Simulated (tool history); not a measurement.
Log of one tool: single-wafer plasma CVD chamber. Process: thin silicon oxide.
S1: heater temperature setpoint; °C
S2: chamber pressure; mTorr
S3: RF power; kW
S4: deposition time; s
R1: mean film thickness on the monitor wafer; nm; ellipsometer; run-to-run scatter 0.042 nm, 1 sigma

{"run": 1, "hour": 0.0, "S1": 390, "S2": 575, "S3": 0.265, "S4": 7.71, "R1": 8.8024}
{"run": 2, "hour": 2.3, "S1": 390, "S2": 555, "S3": 0.265, "S4": 7.71, "R1": 8.6401}
{"run": 3, "hour": 4.1, "S1": 390, "S2": 535, "S3": 0.265, "S4": 7.71, "R1": 8.3485}
{"run": 4, "hour": 11.0, "S1": 380, "S2": 535, "S3": 0.265, "S4": 7.71, "R1": 8.2782}
{"run": 5, "hour": 17.6, "S1": 380, "S2": 535, "S3": 0.265, "S4": 7.71, "R1": 8.3591}
{"run": 6, "hour": 21.3, "S1": 376, "S2": 535, "S3": 0.265, "S4": 7.71, "R1": 8.3534}

Predict the results of run 7:
{"run": 7, "hour": 29.8, "S1": 376, "S2": 520, "S3": 0.265, "S4": 7.71, "R1": "?"}

R1: 8.1074 nm
